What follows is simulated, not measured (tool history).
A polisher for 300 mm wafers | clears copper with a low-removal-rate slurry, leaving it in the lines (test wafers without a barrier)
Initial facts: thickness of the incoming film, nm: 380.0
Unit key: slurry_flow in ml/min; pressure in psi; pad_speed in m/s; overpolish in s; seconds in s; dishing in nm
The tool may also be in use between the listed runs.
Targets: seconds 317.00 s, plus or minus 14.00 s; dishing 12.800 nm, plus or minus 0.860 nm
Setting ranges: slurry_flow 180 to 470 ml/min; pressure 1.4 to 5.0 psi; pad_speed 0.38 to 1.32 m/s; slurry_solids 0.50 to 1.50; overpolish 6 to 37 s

Run 1, day 0.000: slurry_flow 300 ml/min, pressure 3.2 psi, pad_speed 0.84 m/s, slurry_solids 1.00, overpolish 19 s. Result: seconds 202.91 s, dishing 21.273 nm.
Run 2, day 0.100: slurry_flow 300 ml/min, pressure 3.0 psi, pad_speed 0.84 m/s, slurry_solids 1.00, overpolish 18 s. Result: seconds 209.73 s, dishing 19.642 nm.
Run 3, day 0.429: slurry_flow 300 ml/min, pressure 2.7 psi, pad_speed 0.84 m/s, slurry_solids 1.00, overpolish 17 s. Result: seconds 233.47 s, dishing 17.366 nm.
Run 4, day 0.562: slurry_flow 300 ml/min, pressure 2.5 psi, pad_speed 0.84 m/s, slurry_solids 1.00, overpolish 17 s. Result: seconds 256.46 s, dishing 16.367 nm.
Run 5, day 0.654: slurry_flow 300 ml/min, pressure 2.4 psi, pad_speed 0.84 m/s, slurry_solids 1.00, overpolish 17 s. Result: seconds 265.95 s, dishing 16.290 nm.
At day 0.808: slurry blender recalibrated.
Run 6, day 0.808: slurry_flow 300 ml/min, pressure 2.4 psi, pad_speed 0.84 m/s, slurry_solids 1.15, overpolish 17 s. Result: seconds 232.86 s, dishing 17.460 nm.
Run 7, day 1.025: slurry_flow 300 ml/min, pressure 2.2 psi, pad_speed 0.84 m/s, slurry_solids 1.15, overpolish 17 s. Result: seconds 256.57 s, dishing 16.639 nm.
Run 8, day 1.071: slurry_flow 300 ml/min, pressure 2.1 psi, pad_speed 0.84 m/s, slurry_solids 1.15, overpolish 16 s. Result: seconds 264.90 s, dishing 15.471 nm.

Exercise: of the 5 proposed moves below, exactly one satisfies all targets within the stated allowed misses. Which move is it?
Run A, day 1.117: slurry_flow 255 ml/min, pressure 1.9 psi, pad_speed 0.82 m/s, slurry_solids 1.00, overpolish 15 s. Result: seconds ?, dishing ?.
Run B, day 1.117: slurry_flow 280 ml/min, pressure 1.9 psi, pad_speed 0.88 m/s, slurry_solids 1.05, overpolish 14 s. Result: seconds ?, dishing ?.
Run C, day 1.117: slurry_flow 340 ml/min, pressure 1.7 psi, pad_speed 0.86 m/s, slurry_solids 1.10, overpolish 13 s. Result: seconds ?, dishing ?.
Run D, day 1.117: slurry_flow 260 ml/min, pressure 2.4 psi, pad_speed 1.00 m/s, slurry_solids 1.25, overpolish 11 s. Result: seconds ?, dishing ?.
Run E, day 1.117: slurry_flow 315 ml/min, pressure 2.1 psi, pad_speed 0.74 m/s, slurry_solids 1.05, overpolish 21 s. Result: seconds ?, dishing ?.

move  seconds  dishing
   A   321.43   12.944
   B   294.04   13.148
   C   323.99   11.459
   D   200.98   14.689
   E   310.79   17.055
A: every result within its allowed miss
B: nearer the targets than the last run, but a result is still out of spec
C: brings the last run's worst result on target, with another outside its allowed miss
D: misses by more than the last run did
E: brings the last run's worst result on target, with another outside its allowed miss
The move that meets every target is A.
